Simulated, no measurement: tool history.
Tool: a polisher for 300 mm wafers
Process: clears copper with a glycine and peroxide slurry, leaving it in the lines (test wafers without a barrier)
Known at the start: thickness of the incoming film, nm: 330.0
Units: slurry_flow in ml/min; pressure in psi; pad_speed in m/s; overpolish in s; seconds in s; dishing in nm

run	hour	slurry_flow	pressure	pad_speed	overpolish	seconds	dishing
1	0.0	120	2.1	1.06	11	60.769	38.601
2	2.1	130	2.1	1.06	13	59.809	45.285
3	4.4	130	2.1	1.30	13	50.984	49.155
4	9.5	130	2.1	1.54	13	44.014	52.526
5	15.2	125	2.0	1.54	13	45.554	51.357
6	21.2	125	2.4	1.54	13	40.719	56.285
7	24.3	120	2.3	1.54	13	41.748	55.599
8	25.9	120	2.2	1.54	13	43.307	52.806

Run 9 comes next. What will it give?
9	30.1	115	2.1	1.54	13	?	?

seconds: 44.823 s
dishing: 51.890 nm
